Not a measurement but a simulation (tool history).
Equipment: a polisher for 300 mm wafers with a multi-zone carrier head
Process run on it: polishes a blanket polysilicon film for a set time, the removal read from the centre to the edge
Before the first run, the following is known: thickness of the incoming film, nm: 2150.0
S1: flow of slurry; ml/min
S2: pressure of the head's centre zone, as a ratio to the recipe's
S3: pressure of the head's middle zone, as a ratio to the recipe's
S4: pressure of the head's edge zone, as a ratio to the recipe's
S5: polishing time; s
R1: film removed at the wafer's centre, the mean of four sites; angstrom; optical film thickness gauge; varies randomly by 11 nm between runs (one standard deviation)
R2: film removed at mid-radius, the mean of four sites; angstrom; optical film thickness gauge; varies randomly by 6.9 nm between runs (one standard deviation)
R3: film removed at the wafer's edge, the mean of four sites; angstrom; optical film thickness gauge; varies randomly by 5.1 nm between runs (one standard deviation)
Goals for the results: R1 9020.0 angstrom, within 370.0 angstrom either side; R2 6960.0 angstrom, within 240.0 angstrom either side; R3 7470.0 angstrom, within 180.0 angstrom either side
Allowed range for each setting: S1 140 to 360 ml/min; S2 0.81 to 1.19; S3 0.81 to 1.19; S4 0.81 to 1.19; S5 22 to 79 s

Run 1, hour 0.0: S1 230 ml/min, S2 1.00, S3 1.00, S4 1.00, S5 50 s. Result: R1 6171.0 angstrom, R2 5816.2 angstrom, R3 5989.0 angstrom.
Run 2, hour 8.5: S1 250 ml/min, S2 1.06, S3 1.00, S4 1.04, S5 52 s. Result: R1 6970.2 angstrom, R2 6265.7 angstrom, R3 6393.4 angstrom.
Run 3, hour 17.5: S1 250 ml/min, S2 1.06, S3 1.00, S4 1.07, S5 52 s. Result: R1 6840.9 angstrom, R2 6210.8 angstrom, R3 6511.2 angstrom.
Run 4, hour 20.5: S1 265 ml/min, S2 1.10, S3 0.98, S4 1.08, S5 54 s. Result: R1 7419.4 angstrom, R2 6313.0 angstrom, R3 6732.7 angstrom.
Run 5, hour 23.5: S1 285 ml/min, S2 1.10, S3 0.98, S4 1.08, S5 54 s. Result: R1 7498.1 angstrom, R2 6369.4 angstrom, R3 6857.7 angstrom.
Run 6, hour 32.2: S1 285 ml/min, S2 1.10, S3 1.03, S4 1.08, S5 54 s. Result: R1 7524.4 angstrom, R2 6599.4 angstrom, R3 6874.9 angstrom.
Run 7, hour 39.3: S1 295 ml/min, S2 1.13, S3 1.02, S4 1.08, S5 55 s. Result: R1 7759.4 angstrom, R2 6591.6 angstrom, R3 6925.7 angstrom.
Run 8, hour 46.8: S1 310 ml/min, S2 1.19, S3 0.97, S4 1.04, S5 62 s. Result: R1 9484.4 angstrom, R2 7190.9 angstrom, R3 7808.2 angstrom.
Run 9, hour 53.7: S1 305 ml/min, S2 1.18, S3 0.96, S4 1.03, S5 62 s. Result: R1 9324.7 angstrom, R2 7180.4 angstrom, R3 7717.8 angstrom.
Run 10, hour 56.7: S1 300 ml/min, S2 1.17, S3 0.95, S4 1.02, S5 62 s. Result: R1 9087.8 angstrom, R2 7236.2 angstrom, R3 7686.8 angstrom.

Which single option among these 4 for the next run brings every result within its allowed miss of target? Just one does.
Run A, hour 59.7: S1 295 ml/min, S2 1.14, S3 0.89, S4 1.03, S5 65 s. Result: R1 ?, R2 ?, R3 ?.
Run B, hour 59.7: S1 265 ml/min, S2 1.19, S3 0.97, S4 1.06, S5 60 s. Result: R1 ?, R2 ?, R3 ?.
Run C, hour 59.7: S1 300 ml/min, S2 1.18, S3 1.01, S4 0.95, S5 63 s. Result: R1 ?, R2 ?, R3 ?.
Run D, hour 59.7: S1 315 ml/min, S2 1.17, S3 0.94, S4 1.13, S5 62 s. Result: R1 ?, R2 ?, R3 ?.

move      R1      R2      R3
   A  9504.9  7139.7  8150.0
   B  9080.3  7019.3  7553.5
   C  9559.6  7701.9  7650.1
   D  9361.4  7160.8  8099.3
A: lands further from the targets than the last run did
B: every result lands within tolerance
C: lands further from the targets than the last run did
D: lands further from the targets than the last run did
Go with B: it meets all targets.
